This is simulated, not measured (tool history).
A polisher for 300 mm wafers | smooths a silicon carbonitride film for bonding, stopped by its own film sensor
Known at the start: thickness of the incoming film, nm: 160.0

run	hour	flow of slurry (ml/min)	pressure of the wafer on the pad (psi)	speed of the pad under the wafer (m/s)	abrasive content of the slurry	target thickness at which the film sensor stops the polish (angstrom)	time until the film sensor stopped the polish (s)
1	0	155	1.6	1.02	1	1200	228.3
2	4.4	155	1.8	1.02	1	1200	211.97
3	5.6	130	1.8	1.02	1	1200	217.05
4	14.2	160	1.8	1.02	1	1200	210.41
5	22.6	160	1.8	1.02	1	1190	213.97
6	30.8	160	1.5	0.96	1	1190	261.14
7	39.4	160	1.3	0.92	1	1190	302.71

The next listed run, before its measurement:
8	40.4	160	1.1	0.9	1	1190	?

time until the film sensor stopped the polish (s): 331.29
